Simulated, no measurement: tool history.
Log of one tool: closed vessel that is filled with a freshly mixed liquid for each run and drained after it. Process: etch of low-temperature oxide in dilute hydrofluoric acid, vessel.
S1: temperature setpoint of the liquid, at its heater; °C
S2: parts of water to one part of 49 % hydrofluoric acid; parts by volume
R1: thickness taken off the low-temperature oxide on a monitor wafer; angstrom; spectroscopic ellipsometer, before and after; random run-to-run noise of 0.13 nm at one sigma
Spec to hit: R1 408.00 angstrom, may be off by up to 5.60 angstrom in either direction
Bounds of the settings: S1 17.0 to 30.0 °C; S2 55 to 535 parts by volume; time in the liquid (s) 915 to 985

{"run": 1, "hour": 0.0, "S1": 22.0, "S2": 295, "time in the liquid (s)": 915, "R1": 250.37}
{"run": 2, "hour": 2.1, "S1": 23.0, "S2": 290, "time in the liquid (s)": 915, "R1": 265.11}
{"run": 3, "hour": 10.6, "S1": 26.5, "S2": 290, "time in the liquid (s)": 915, "R1": 297.52}
{"run": 4, "hour": 13.6, "S1": 27.0, "S2": 285, "time in the liquid (s)": 915, "R1": 310.77}
{"run": 5, "hour": 21.0, "S1": 24.5, "S2": 285, "time in the liquid (s)": 915, "R1": 286.55}
{"run": 6, "hour": 23.7, "S1": 25.5, "S2": 285, "time in the liquid (s)": 915, "R1": 294.41}
{"run": 7, "hour": 31.0, "S1": 26.0, "S2": 280, "time in the liquid (s)": 915, "R1": 307.06}
{"run": 8, "hour": 34.8, "S1": 26.5, "S2": 275, "time in the liquid (s)": 915, "R1": 320.62}
{"run": 9, "hour": 38.7, "S1": 27.0, "S2": 270, "time in the liquid (s)": 915, "R1": 335.77}
{"run": 10, "hour": 42.4, "S1": 27.5, "S2": 265, "time in the liquid (s)": 915, "R1": 345.79}
{"run": 11, "hour": 49.1, "S1": 30.0, "S2": 240, "time in the liquid (s)": 915, "R1": 430.17}

4 candidate next runs follow, results not yet known. Just one meets every target within its allowed miss. Identify it.
{"run": "A", "hour": 55.8, "S1": 30.0, "S2": 245, "time in the liquid (s)": 915, "R1": "?"}
{"run": "B", "hour": 55.8, "S1": 30.0, "S2": 255, "time in the liquid (s)": 970, "R1": "?"}
{"run": "C", "hour": 55.8, "S1": 30.0, "S2": 250, "time in the liquid (s)": 985, "R1": "?"}
{"run": "D", "hour": 55.8, "S1": 26.0, "S2": 225, "time in the liquid (s)": 915, "R1": "?"}

move=A R1=417.80
move=B R1=420.65
move=C R1=438.22
move=D R1=405.37
A: better than the last run, though not everything is in spec
B: better than the last run, though not everything is in spec
C: moves away from the targets compared with the last run
D: all results land within tolerance of their targets
So the answer is move D, the one that meets all the targets.
